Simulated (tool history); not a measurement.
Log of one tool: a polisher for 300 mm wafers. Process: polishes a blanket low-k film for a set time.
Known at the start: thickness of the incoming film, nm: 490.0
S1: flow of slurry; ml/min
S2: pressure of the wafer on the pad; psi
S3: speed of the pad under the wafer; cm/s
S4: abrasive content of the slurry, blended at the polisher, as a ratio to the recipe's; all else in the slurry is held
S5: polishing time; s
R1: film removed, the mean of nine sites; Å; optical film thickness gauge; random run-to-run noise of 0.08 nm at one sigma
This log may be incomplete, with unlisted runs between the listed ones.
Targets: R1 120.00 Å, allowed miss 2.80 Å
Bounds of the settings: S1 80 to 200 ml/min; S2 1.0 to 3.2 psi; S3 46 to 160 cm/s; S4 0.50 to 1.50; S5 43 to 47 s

run	hour	S1	S2	S3	S4	S5	R1
1	0.0	130	2.1	102	1.00	47	224.89
2	7.6	130	2.1	114	1.00	47	242.72
3	14.7	120	1.8	110	1.00	47	204.24
4	19.2	120	1.8	110	1.00	47	200.28
5	24.1	120	1.8	98	1.00	47	187.01
6	30.5	115	1.6	96	1.00	47	165.52
7	31.2	110	1.4	96	1.00	47	145.76
8	38.8	105	1.3	96	1.00	47	135.15
9	45.9	100	1.3	96	1.00	47	133.26
10	51.4	95	1.3	96	1.00	47	131.65
11	52.3	85	1.1	96	1.00	47	111.93
12	52.9	90	1.1	96	1.00	47	113.99
13	59.0	95	1.1	96	1.00	47	115.46
14	66.2	100	1.1	96	1.00	47	115.71

Of the 4 settings listed for the next run, only one would bring every result within its allowed miss of target. Which one?
A	73.4	85	1.7	54	0.95	47	?
B	73.4	90	1.2	84	1.10	46	?
C	73.4	100	1.0	98	1.05	47	?
D	73.4	105	1.1	104	1.05	45	?

move	R1
A	110.31
B	112.82
C	110.66
D	120.54
A: misses by more than the last run did
B: misses by more than the last run did
C: misses by more than the last run did
D: all results in spec
D meets every target.
